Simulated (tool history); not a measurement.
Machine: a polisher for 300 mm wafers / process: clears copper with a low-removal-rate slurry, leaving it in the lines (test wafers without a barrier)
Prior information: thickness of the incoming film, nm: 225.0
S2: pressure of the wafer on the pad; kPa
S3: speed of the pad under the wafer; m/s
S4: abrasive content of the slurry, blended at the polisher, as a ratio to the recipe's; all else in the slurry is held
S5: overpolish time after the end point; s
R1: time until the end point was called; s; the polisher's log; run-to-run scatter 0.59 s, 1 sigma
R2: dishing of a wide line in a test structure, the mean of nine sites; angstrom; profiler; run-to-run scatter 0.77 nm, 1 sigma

Run 1, hour 0: flow of slurry (ml/min) 260, S2 19.3 kPa, S3 1.16 m/s, S4 1, S5 26 s. Result: R1 75.895 s, R2 475.54 angstrom.
Run 2, hour 5.4: flow of slurry (ml/min) 260, S2 20.7 kPa, S3 1.16 m/s, S4 1, S5 27 s. Result: R1 70.342 s, R2 514.2 angstrom.
Run 3, hour 6.2: flow of slurry (ml/min) 260, S2 21.4 kPa, S3 1.16 m/s, S4 1, S5 28 s. Result: R1 68.589 s, R2 537.59 angstrom.
Run 4, hour 10: flow of slurry (ml/min) 320, S2 21.4 kPa, S3 1.16 m/s, S4 1, S5 28 s. Result: R1 66.744 s, R2 541.29 angstrom.
Run 5, hour 14.5: flow of slurry (ml/min) 320, S2 16.5 kPa, S3 1.16 m/s, S4 1, S5 28 s. Result: R1 85.901 s, R2 451.4 angstrom.
Run 6, hour 21.1: flow of slurry (ml/min) 320, S2 16.5 kPa, S3 1.16 m/s, S4 1, S5 18 s. Result: R1 86.666 s, R2 329.77 angstrom.
Run 7, hour 23.3: flow of slurry (ml/min) 320, S2 18.6 kPa, S3 1.16 m/s, S4 1, S5 22 s. Result: R1 76.973 s, R2 421.18 angstrom.
Run 8, hour 28: flow of slurry (ml/min) 320, S2 20 kPa, S3 1.16 m/s, S4 1, S5 24 s. Result: R1 72.543 s, R2 469.07 angstrom.
Run 9, hour 30.9: flow of slurry (ml/min) 320, S2 21.4 kPa, S3 1.16 m/s, S4 1, S5 25 s. Result: R1 66.02 s, R2 507.85 angstrom.
Run 10, hour 35.4: flow of slurry (ml/min) 320, S2 22.1 kPa, S3 1.16 m/s, S4 1, S5 26 s. Result: R1 66.837 s, R2 541.82 angstrom.
Run 11, hour 42.2: flow of slurry (ml/min) 320, S2 22.8 kPa, S3 1.16 m/s, S4 1, S5 26 s. Result: R1 62.517 s, R2 547.68 angstrom.

Expected results for the next run?
Run 12, hour 50.2: flow of slurry (ml/min) 320, S2 22.8 kPa, S3 1.16 m/s, S4 1, S5 27 s. Result: R1 ?, R2 ?.

R1: 62.397 s
R2: 562.44 angstrom
